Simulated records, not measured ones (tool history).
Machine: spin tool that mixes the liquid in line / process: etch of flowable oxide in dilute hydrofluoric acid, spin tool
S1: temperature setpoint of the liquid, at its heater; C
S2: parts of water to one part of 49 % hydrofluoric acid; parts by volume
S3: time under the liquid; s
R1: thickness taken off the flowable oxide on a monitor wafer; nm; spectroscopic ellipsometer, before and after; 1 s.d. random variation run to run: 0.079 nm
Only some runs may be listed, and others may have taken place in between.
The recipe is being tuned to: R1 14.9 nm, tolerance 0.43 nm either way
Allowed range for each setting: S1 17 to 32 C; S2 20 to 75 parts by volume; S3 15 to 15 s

| run | hour | S1 | S2 | S3 | R1 |
|---|---|---|---|---|---|
| 1 | 0 | 24 | 45 | 15 | 11.08 |
| 2 | 7.5 | 25.5 | 45 | 15 | 11.791 |
| 3 | 10.8 | 25.5 | 40 | 15 | 13.198 |
| 4 | 13.1 | 26 | 40 | 15 | 13.635 |
| 5 | 20.4 | 26.5 | 40 | 15 | 13.912 |
| 6 | 21.7 | 26.5 | 30 | 15 | 18.724 |
| 7 | 25.8 | 25.5 | 30 | 15 | 18.05 |
| 8 | 27.4 | 24.5 | 30 | 15 | 17.167 |

Exercise: of the 5 proposed moves below, exactly one satisfies all targets within the stated allowed misses. Which move is it?
| A | 29 | 23.5 | 35 | 15 | ? |
| B | 29 | 25.5 | 25 | 15 | ? |
| C | 29 | 23 | 30 | 15 | ? |
| D | 29 | 25 | 35 | 15 | ? |
| E | 29 | 25 | 25 | 15 | ? |

| move | R1 |
|---|---|
| A | 14.139 |
| B | 21.812 |
| C | 16.26 |
| D | 15.05 |
| E | 21.363 |
A: takes the result that was furthest off past its target
B: lands further from the targets than the last run did
C: closes in on the targets versus the last run, not all within tolerance yet
D: meets every target
E: lands further from the targets than the last run did
D meets every target.

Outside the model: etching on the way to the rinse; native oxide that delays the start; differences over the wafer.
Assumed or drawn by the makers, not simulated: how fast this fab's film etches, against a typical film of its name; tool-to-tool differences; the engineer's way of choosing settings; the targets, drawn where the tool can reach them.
